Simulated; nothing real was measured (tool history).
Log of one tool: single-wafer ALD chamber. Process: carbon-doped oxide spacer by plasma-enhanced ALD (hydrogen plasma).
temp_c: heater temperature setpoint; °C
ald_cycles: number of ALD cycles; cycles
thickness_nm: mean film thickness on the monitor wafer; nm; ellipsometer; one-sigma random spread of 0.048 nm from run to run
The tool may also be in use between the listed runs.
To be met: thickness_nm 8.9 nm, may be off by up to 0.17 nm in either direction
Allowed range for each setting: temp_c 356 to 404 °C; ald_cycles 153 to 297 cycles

{"run": 1, "hour": 0.0, "temp_c": 380, "ald_cycles": 225, "thickness_nm": 12.074}
{"run": 2, "hour": 7.8, "temp_c": 380, "ald_cycles": 209, "thickness_nm": 11.145}
{"run": 3, "hour": 15.0, "temp_c": 380, "ald_cycles": 236, "thickness_nm": 12.578}
{"run": 4, "hour": 18.4, "temp_c": 376, "ald_cycles": 236, "thickness_nm": 12.592}
{"run": 5, "hour": 20.7, "temp_c": 376, "ald_cycles": 218, "thickness_nm": 11.736}
{"run": 6, "hour": 27.1, "temp_c": 376, "ald_cycles": 198, "thickness_nm": 10.555}
{"run": 7, "hour": 36.0, "temp_c": 376, "ald_cycles": 190, "thickness_nm": 10.143}
{"run": 8, "hour": 43.7, "temp_c": 376, "ald_cycles": 184, "thickness_nm": 9.7719}
{"run": 9, "hour": 47.8, "temp_c": 376, "ald_cycles": 180, "thickness_nm": 9.592}
{"run": 10, "hour": 52.6, "temp_c": 376, "ald_cycles": 177, "thickness_nm": 9.4471}
{"run": 11, "hour": 58.4, "temp_c": 376, "ald_cycles": 174, "thickness_nm": 9.1799}
{"run": 12, "hour": 63.0, "temp_c": 376, "ald_cycles": 173, "thickness_nm": 9.2098}
{"run": 13, "hour": 67.4, "temp_c": 376, "ald_cycles": 171, "thickness_nm": 8.9918}

5 candidate next runs follow, results not yet known. Just one meets every target within its allowed miss. Identify it.
{"run": "A", "hour": 71.8, "temp_c": 373, "ald_cycles": 176, "thickness_nm": "?"}
{"run": "B", "hour": 71.8, "temp_c": 374, "ald_cycles": 168, "thickness_nm": "?"}
{"run": "C", "hour": 71.8, "temp_c": 372, "ald_cycles": 175, "thickness_nm": "?"}
{"run": "D", "hour": 71.8, "temp_c": 376, "ald_cycles": 160, "thickness_nm": "?"}
{"run": "E", "hour": 71.8, "temp_c": 391, "ald_cycles": 176, "thickness_nm": "?"}

move=A thickness_nm=9.3917
move=B thickness_nm=8.9648
move=C thickness_nm=9.3384
move=D thickness_nm=8.5379
move=E thickness_nm=9.3917
A: its largest miss is bigger than the last run's
B: every result within its allowed miss
C: its largest miss is bigger than the last run's
D: moves the result that the last run missed by most past its target, out the other side
E: its largest miss is bigger than the last run's
Answer: B

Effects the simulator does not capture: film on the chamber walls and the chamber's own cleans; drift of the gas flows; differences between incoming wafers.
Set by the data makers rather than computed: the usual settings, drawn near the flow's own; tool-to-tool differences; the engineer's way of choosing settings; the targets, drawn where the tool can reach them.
